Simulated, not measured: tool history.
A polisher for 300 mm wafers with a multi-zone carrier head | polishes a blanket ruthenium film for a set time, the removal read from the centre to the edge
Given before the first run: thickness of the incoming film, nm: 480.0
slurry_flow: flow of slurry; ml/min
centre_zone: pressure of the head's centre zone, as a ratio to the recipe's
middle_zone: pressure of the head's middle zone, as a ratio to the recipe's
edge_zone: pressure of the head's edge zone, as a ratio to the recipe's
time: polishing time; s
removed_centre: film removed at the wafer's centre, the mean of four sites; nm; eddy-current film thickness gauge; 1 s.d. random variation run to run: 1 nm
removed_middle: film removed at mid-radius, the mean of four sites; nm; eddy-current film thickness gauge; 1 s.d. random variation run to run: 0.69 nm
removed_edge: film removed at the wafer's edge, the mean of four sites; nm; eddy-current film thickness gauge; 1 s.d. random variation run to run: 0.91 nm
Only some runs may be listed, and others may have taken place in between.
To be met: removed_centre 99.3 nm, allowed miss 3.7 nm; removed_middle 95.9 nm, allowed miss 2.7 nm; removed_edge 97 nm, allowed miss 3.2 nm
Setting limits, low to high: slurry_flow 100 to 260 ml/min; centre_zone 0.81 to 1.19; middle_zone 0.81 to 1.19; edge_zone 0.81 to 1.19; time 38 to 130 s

run    day  slurry_flow  centre_zone  middle_zone  edge_zone  time  removed_centre  removed_middle  removed_edge
  1      0          165            1            1          1    84          123.89          119.64        121.34
  2  0.362          165            1            1       1.08    84           121.6          120.67        127.45
  3  0.592          165            1            1       1.13    84          123.22          120.04        131.16
  4  0.921          160         0.99         0.99       1.09    82          118.23          113.98        126.64
  5  1.162          160         0.99         1.03       1.09    82          116.76          120.45        123.15
  6  1.262          155         0.99         1.02       1.06    80          116.05          115.99        118.54
  7  1.546          150         0.98         1.01       1.03    79          109.83          112.27        117.41
  8  1.912          150         0.98         1.01       1.01    77          109.19          108.46        111.69
  9  2.054          110         0.92         0.96       0.91    74          95.253          96.969        98.765

5 next moves are on the table. One of them brings every result within its allowed miss. Which?
  A  2.196          125         0.97         1.01       0.84    73               ?               ?             ?
  B  2.196          115         1.02          1.1       0.86    70               ?               ?             ?
  C  2.196          110         0.96         0.96       0.89    74               ?               ?             ?
  D  2.196          100         0.96         0.92       0.97    75               ?               ?             ?
  E  2.196          100         0.89         0.94       0.96    78               ?               ?             ?

move  removed_centre  removed_middle  removed_edge
   A          99.252          99.626        93.638
   B          97.394          101.47        89.855
   C          97.729          94.968        96.213
   D          97.407           91.55        100.54
   E          96.045          96.964        104.02
A: puts the biggest miss on target and leaves a different result outside tolerance
B: puts the biggest miss on target and leaves a different result outside tolerance
C: every result lands within tolerance
D: puts the biggest miss on target and leaves a different result outside tolerance
E: puts the biggest miss on target and leaves a different result outside tolerance
Correct choice: C, which meets every target

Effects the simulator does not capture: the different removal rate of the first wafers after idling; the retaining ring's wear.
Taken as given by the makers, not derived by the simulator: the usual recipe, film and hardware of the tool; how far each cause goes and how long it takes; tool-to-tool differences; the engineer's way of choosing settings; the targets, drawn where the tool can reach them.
